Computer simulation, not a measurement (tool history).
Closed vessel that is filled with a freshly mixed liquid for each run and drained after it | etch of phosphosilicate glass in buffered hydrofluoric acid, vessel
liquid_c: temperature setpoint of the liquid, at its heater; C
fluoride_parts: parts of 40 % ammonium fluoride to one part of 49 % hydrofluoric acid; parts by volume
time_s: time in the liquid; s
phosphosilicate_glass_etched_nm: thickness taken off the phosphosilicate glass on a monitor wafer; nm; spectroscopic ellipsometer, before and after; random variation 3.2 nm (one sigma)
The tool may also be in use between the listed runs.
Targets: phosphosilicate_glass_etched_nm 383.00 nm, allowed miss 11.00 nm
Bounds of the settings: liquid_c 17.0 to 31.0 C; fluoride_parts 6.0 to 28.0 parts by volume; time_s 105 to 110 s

run  hour  liquid_c  fluoride_parts  time_s  phosphosilicate_glass_etched_nm
  1   0.0      23.0            17.0     105                           308.95
  2   4.0      23.0            17.0     105                           306.40
  3   4.6      23.0            12.0     105                           435.95
  4   9.2      23.0            12.0     110                           450.47
  5  15.3      23.0            12.0     110                           453.98
  6  17.5      26.5            12.0     110                           549.49
  7  20.1      25.5            12.0     110                           524.84
  8  28.6      24.5            12.0     110                           487.30
  9  33.0      24.5            12.0     110                           489.33
 10  36.6      24.0            12.0     110                           475.36

5 next moves are on the table. One of them brings every result within its allowed miss. Which?
  A  40.2      26.0            11.5     105                                ?
  B  40.2      23.0            13.5     105                                ?
  C  40.2      23.0             9.5     110                                ?
  D  40.2      24.0            11.0     110                                ?
  E  40.2      23.5             8.5     110                                ?

move  phosphosilicate_glass_etched_nm
   A                           536.51
   B                           390.34
   C                           566.12
   D                           527.32
   E                           640.25
A: further off than the last run
B: meets every target
C: further off than the last run
D: further off than the last run
E: further off than the last run
The right move is B.
